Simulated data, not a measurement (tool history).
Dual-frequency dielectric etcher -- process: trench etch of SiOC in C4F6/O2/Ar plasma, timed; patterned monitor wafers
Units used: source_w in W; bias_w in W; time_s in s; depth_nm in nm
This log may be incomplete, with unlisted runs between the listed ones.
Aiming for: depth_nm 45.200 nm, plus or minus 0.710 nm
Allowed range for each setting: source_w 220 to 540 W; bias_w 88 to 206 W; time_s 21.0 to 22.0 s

{"run": 1, "hour": 0.0, "source_w": 380, "bias_w": 147, "time_s": 21.0, "depth_nm": 41.358}
{"run": 2, "hour": 4.4, "source_w": 380, "bias_w": 123, "time_s": 21.0, "depth_nm": 38.849}
{"run": 3, "hour": 12.2, "source_w": 380, "bias_w": 98, "time_s": 21.0, "depth_nm": 36.131}
{"run": 4, "hour": 12.8, "source_w": 430, "bias_w": 106, "time_s": 21.0, "depth_nm": 38.895}
{"hour": 20.1, "done": "bias power generator calibrated"}
{"run": 5, "hour": 20.1, "source_w": 460, "bias_w": 112, "time_s": 21.0, "depth_nm": 41.286}
{"run": 6, "hour": 26.7, "source_w": 480, "bias_w": 113, "time_s": 21.0, "depth_nm": 42.045}
{"run": 7, "hour": 31.6, "source_w": 500, "bias_w": 114, "time_s": 21.0, "depth_nm": 42.798}
{"run": 8, "hour": 37.0, "source_w": 510, "bias_w": 116, "time_s": 21.0, "depth_nm": 43.492}

Next run, 4 choices. One meets every target within its allowed miss, the rest don't. Which?
{"run": "A", "hour": 42.4, "source_w": 510, "bias_w": 109, "time_s": 21.0, "depth_nm": "?"}
{"run": "B", "hour": 42.4, "source_w": 510, "bias_w": 119, "time_s": 21.5, "depth_nm": "?"}
{"run": "C", "hour": 42.4, "source_w": 520, "bias_w": 126, "time_s": 22.0, "depth_nm": "?"}
{"run": "D", "hour": 42.4, "source_w": 500, "bias_w": 151, "time_s": 21.0, "depth_nm": "?"}

move=A depth_nm=42.668
move=B depth_nm=44.914
move=C depth_nm=47.184
move=D depth_nm=47.018
A: lands further from the targets than the last run did
B: hits every target within its allowed miss
C: pushes the last run's worst result past its target
D: pushes the last run's worst result past its target
The move that meets every target is B.
